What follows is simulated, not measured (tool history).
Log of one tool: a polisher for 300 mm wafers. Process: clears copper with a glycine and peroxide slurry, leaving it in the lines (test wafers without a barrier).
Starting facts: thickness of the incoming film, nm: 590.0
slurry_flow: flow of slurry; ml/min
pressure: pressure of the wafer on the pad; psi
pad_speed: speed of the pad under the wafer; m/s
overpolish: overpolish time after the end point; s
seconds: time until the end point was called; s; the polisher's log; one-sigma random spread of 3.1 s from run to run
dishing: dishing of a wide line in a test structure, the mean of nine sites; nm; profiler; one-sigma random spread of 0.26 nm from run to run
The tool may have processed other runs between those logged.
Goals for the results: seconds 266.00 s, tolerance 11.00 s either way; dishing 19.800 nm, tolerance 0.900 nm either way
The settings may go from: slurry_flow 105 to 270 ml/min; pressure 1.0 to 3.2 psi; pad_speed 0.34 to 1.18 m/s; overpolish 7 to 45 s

| run | day | slurry_flow | pressure | pad_speed | overpolish | seconds | dishing |
|---|---|---|---|---|---|---|---|
| 1 | 0.000 | 175 | 2.1 | 0.76 | 23 | 180.07 | 39.597 |
| 2 | 0.317 | 170 | 1.9 | 0.74 | 19 | 197.10 | 33.264 |
| 3 | 0.379 | 170 | 1.9 | 0.90 | 19 | 176.74 | 35.171 |
| 4 | 0.529 | 140 | 1.9 | 0.90 | 19 | 172.78 | 35.565 |
| 5 | 0.854 | 140 | 1.7 | 0.84 | 16 | 201.11 | 28.068 |
| 6 | 1.167 | 140 | 1.5 | 0.84 | 15 | 219.44 | 25.926 |
| 7 | 1.225 | 140 | 1.4 | 0.84 | 14 | 230.70 | 23.572 |
| 8 | 1.575 | 140 | 1.0 | 0.84 | 12 | 282.07 | 17.440 |
| 9 | 1.738 | 140 | 1.0 | 0.84 | 12 | 285.14 | 16.870 |
| 10 | 1.875 | 140 | 1.0 | 0.84 | 13 | 282.81 | 18.002 |
| 11 | 2.058 | 150 | 1.2 | 0.84 | 15 | 251.52 | 23.335 |
| 12 | 2.421 | 145 | 1.2 | 0.84 | 15 | 248.77 | 22.972 |
| 13 | 2.496 | 145 | 1.2 | 0.84 | 14 | 259.28 | 21.138 |
| 14 | 2.525 | 145 | 1.2 | 0.84 | 13 | 254.39 | 20.212 |

Pick the move, out of 5, that brings all results within their allowed miss; only one does.
| A | 2.554 | 150 | 1.0 | 0.80 | 16 | ? | ? |
| B | 2.554 | 115 | 1.1 | 0.82 | 15 | ? | ? |
| C | 2.554 | 140 | 1.8 | 0.62 | 12 | ? | ? |
| D | 2.554 | 140 | 1.3 | 0.82 | 12 | ? | ? |
| E | 2.554 | 150 | 1.1 | 0.84 | 13 | ? | ? |

| move | seconds | dishing |
|---|---|---|
| A | 293.80 | 21.907 |
| B | 281.69 | 21.413 |
| C | 241.22 | 20.250 |
| D | 248.49 | 19.638 |
| E | 269.78 | 19.652 |
A: pushes the last run's worst result past its target
B: pushes the last run's worst result past its target
C: its largest miss is bigger than the last run's
D: its largest miss is bigger than the last run's
E: hits every target within its allowed miss
Go with E: it meets all targets.
